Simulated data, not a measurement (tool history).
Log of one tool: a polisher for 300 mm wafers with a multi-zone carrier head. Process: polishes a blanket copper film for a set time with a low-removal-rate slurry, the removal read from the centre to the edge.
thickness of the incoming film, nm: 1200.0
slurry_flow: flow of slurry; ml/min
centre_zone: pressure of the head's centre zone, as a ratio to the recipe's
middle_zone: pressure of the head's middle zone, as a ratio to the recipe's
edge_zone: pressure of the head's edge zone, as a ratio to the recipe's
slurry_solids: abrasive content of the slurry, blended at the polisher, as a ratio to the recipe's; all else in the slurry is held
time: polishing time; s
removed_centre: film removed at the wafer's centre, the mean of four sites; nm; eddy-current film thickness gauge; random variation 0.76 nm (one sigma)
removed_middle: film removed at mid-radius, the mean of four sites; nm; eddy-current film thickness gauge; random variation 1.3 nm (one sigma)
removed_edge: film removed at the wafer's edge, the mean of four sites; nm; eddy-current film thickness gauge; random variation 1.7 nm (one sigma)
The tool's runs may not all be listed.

{"run": 1, "hour": 0.0, "slurry_flow": 255, "centre_zone": 1, "middle_zone": 1, "edge_zone": 1, "slurry_solids": 1, "time": 56, "removed_centre": 196.24, "removed_middle": 200.27, "removed_edge": 193.78}
{"run": 2, "hour": 4.5, "slurry_flow": 245, "centre_zone": 0.96, "middle_zone": 0.94, "edge_zone": 0.98, "slurry_solids": 0.85, "time": 50, "removed_centre": 164.1, "removed_middle": 165.53, "removed_edge": 170.51}
{"run": 3, "hour": 7.8, "slurry_flow": 245, "centre_zone": 0.96, "middle_zone": 0.94, "edge_zone": 0.98, "slurry_solids": 0.85, "time": 44, "removed_centre": 144.9, "removed_middle": 142.66, "removed_edge": 149.27}
{"run": 4, "hour": 9.7, "slurry_flow": 240, "centre_zone": 0.93, "middle_zone": 0.92, "edge_zone": 0.95, "slurry_solids": 0.75, "time": 42, "removed_centre": 131.93, "removed_middle": 132.33, "removed_edge": 137.24}
{"run": 5, "hour": 12.6, "slurry_flow": 240, "centre_zone": 0.97, "middle_zone": 0.92, "edge_zone": 0.95, "slurry_solids": 0.75, "time": 42, "removed_centre": 134.98, "removed_middle": 129.89, "removed_edge": 132.41}
{"run": 6, "hour": 21.3, "slurry_flow": 225, "centre_zone": 0.93, "middle_zone": 0.89, "edge_zone": 0.93, "slurry_solids": 0.65, "time": 41, "removed_centre": 124.05, "removed_middle": 121.59, "removed_edge": 127.87}
{"run": 7, "hour": 27.0, "slurry_flow": 215, "centre_zone": 0.91, "middle_zone": 0.87, "edge_zone": 0.91, "slurry_solids": 0.6, "time": 41, "removed_centre": 118.83, "removed_middle": 113.86, "removed_edge": 126.97}

Forecast run 8:
{"run": 8, "hour": 34.9, "slurry_flow": 210, "centre_zone": 0.87, "middle_zone": 0.91, "edge_zone": 0.83, "slurry_solids": 0.5, "time": 40, "removed_centre": "?", "removed_middle": "?", "removed_edge": "?"}

Run 8 gave removed_centre 106.86 nm, removed_middle 114.79 nm, removed_edge 113.66 nm.

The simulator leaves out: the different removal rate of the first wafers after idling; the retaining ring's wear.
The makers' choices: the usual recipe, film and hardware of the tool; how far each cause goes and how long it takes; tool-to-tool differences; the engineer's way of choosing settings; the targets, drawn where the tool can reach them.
